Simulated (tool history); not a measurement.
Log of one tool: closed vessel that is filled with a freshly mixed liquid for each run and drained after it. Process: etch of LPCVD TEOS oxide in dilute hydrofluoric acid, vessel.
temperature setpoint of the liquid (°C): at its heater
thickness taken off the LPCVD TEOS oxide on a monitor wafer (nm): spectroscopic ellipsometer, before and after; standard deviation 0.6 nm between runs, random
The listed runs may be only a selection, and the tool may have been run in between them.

run  hour  temperature setpoint of the liquid (°C)  parts of water to one part of 49 % hydrofluoric acid (parts by volume)  time in the liquid (s)  thickness taken off the LPCVD TEOS oxide on a monitor wafer (nm)
  1     0                                       23                                                                      45                     105                                                            39.297
  2   4.8                                       24                                                                      45                     105                                                            41.253
  3  11.4                                     24.5                                                                      45                     105                                                            42.669
  4  11.9                                       23                                                                      45                     105                                                            40.075
  5  16.1                                       23                                                                      45                     115                                                            43.608
  6  18.6                                       23                                                                      45                     105                                                            39.579
  7  21.9                                       24                                                                      45                     105                                                            41.557
  8    28                                     24.5                                                                      45                     105                                                            41.806

Expected results for the next run?
  9  30.9                                       25                                                                      45                     105                                                                 ?

thickness taken off the LPCVD TEOS oxide on a monitor wafer (nm): 42.971
